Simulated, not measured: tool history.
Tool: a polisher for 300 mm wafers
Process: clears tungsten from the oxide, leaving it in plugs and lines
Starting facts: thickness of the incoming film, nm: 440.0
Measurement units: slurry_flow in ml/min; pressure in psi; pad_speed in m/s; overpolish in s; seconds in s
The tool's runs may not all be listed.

run,hour,slurry_flow,pressure,pad_speed,slurry_solids,overpolish,seconds
1,0.0,215,2.6,1.00,1.0,8,128.13
2,0.8,215,2.6,0.86,1.0,8,141.09
3,6.5,215,2.6,0.86,1.0,8,140.59
4,15.0,255,2.6,0.86,1.0,8,136.55
5,15.7,255,2.6,0.86,1.0,8,143.08
6,19.9,255,2.9,0.86,1.0,8,127.94
7,23.0,255,2.4,0.78,1.0,8,162.55
8,28.4,255,2.1,0.76,1.0,8,180.19
9,30.8,255,1.9,0.74,1.0,8,199.36

What does the tool deliver on the next run?
10,39.2,255,1.7,0.72,1.0,8,?

seconds: 229.48 s

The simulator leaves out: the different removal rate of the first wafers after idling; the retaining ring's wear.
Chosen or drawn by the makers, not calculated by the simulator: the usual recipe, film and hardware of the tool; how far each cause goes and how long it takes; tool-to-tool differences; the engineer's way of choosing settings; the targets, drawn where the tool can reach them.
